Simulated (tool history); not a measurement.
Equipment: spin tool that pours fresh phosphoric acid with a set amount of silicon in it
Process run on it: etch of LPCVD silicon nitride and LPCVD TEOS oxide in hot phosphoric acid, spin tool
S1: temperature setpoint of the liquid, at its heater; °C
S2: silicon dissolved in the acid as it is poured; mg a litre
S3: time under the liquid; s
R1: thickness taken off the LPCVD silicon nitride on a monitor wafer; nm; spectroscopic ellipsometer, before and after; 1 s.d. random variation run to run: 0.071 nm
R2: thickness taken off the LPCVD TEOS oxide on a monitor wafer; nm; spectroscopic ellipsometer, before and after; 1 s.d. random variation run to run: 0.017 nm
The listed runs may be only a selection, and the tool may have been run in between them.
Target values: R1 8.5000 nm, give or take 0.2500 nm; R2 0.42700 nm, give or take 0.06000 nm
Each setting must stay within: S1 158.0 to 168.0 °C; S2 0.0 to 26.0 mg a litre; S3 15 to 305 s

{"run": 1, "hour": 0.0, "S1": 163.0, "S2": 11.5, "S3": 155, "R1": 12.573, "R2": 0.61331}
{"run": 2, "hour": 0.9, "S1": 163.0, "S2": 15.0, "S3": 155, "R1": 12.495, "R2": 0.53389}
{"run": 3, "hour": 3.5, "S1": 162.5, "S2": 13.5, "S3": 145, "R1": 11.638, "R2": 0.51096}
{"run": 4, "hour": 10.0, "S1": 164.5, "S2": 13.5, "S3": 145, "R1": 12.55, "R2": 0.6013}
{"run": 5, "hour": 14.7, "S1": 163.5, "S2": 12.0, "S3": 140, "R1": 11.697, "R2": 0.53417}
{"run": 6, "hour": 19.8, "S1": 163.5, "S2": 8.0, "S3": 140, "R1": 11.631, "R2": 0.56228}
{"run": 7, "hour": 23.9, "S1": 161.0, "S2": 1.0, "S3": 100, "R1": 7.7436, "R2": 0.41118}
{"hour": 25.8, "done": "thermometer replaced"}
{"run": 8, "hour": 25.8, "S1": 161.5, "S2": 2.0, "S3": 100, "R1": 7.2585, "R2": 0.36411}
{"run": 9, "hour": 33.4, "S1": 162.0, "S2": 3.0, "S3": 100, "R1": 7.2267, "R2": 0.38892}
{"run": 10, "hour": 37.0, "S1": 162.0, "S2": 4.0, "S3": 105, "R1": 7.7286, "R2": 0.35555}

Exercise: of the 4 proposed moves below, exactly one satisfies all targets within the stated allowed misses. Which move is it?
{"run": "A", "hour": 40.6, "S1": 161.0, "S2": 0.0, "S3": 120, "R1": "?", "R2": "?"}
{"run": "B", "hour": 40.6, "S1": 162.5, "S2": 8.0, "S3": 125, "R1": "?", "R2": "?"}
{"run": "C", "hour": 40.6, "S1": 166.0, "S2": 14.0, "S3": 110, "R1": "?", "R2": "?"}
{"run": "D", "hour": 40.6, "S1": 162.0, "S2": 20.5, "S3": 125, "R1": "?", "R2": "?"}

move=A R1=8.4472 R2=0.39197
move=B R1=9.2501 R2=0.38958
move=C R1=9.1346 R2=0.38567
move=D R1=9.0976 R2=0.27567
A: in spec on every target
B: takes the result that was furthest off past its target
C: takes the result that was furthest off past its target
D: takes the result that was furthest off past its target
The move that meets every target is A.

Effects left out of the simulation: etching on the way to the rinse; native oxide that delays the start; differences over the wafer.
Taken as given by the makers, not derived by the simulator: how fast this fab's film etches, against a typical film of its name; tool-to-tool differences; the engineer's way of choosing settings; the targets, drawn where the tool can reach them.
